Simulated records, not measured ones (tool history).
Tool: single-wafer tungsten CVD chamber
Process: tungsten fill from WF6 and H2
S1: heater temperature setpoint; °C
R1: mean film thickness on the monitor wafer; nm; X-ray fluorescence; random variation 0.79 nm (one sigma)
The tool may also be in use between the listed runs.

Run 1, day 0.000: S1 400 °C, chamber pressure (Pa) 6519, deposition time (s) 28.6. Result: R1 110.60 nm.
Run 2, day 0.329: S1 410 °C, chamber pressure (Pa) 6519, deposition time (s) 28.6. Result: R1 134.47 nm.
Run 3, day 0.679: S1 410 °C, chamber pressure (Pa) 5360, deposition time (s) 28.6. Result: R1 121.87 nm.
Run 4, day 0.733: S1 410 °C, chamber pressure (Pa) 5360, deposition time (s) 28.6. Result: R1 121.76 nm.
Run 5, day 0.762: S1 415 °C, chamber pressure (Pa) 5466, deposition time (s) 28.6. Result: R1 133.95 nm.
Run 6, day 0.971: S1 418 °C, chamber pressure (Pa) 5613, deposition time (s) 28.6. Result: R1 143.03 nm.
Run 7, day 1.150: S1 420 °C, chamber pressure (Pa) 5720, deposition time (s) 28.6. Result: R1 148.44 nm.
Run 8, day 1.358: S1 421 °C, chamber pressure (Pa) 5826, deposition time (s) 28.6. Result: R1 151.90 nm.

The next listed run, before its measurement:
Run 9, day 1.567: S1 421 °C, chamber pressure (Pa) 5826, deposition time (s) 28.6. Result: R1 ?.

R1: 152.44 nm
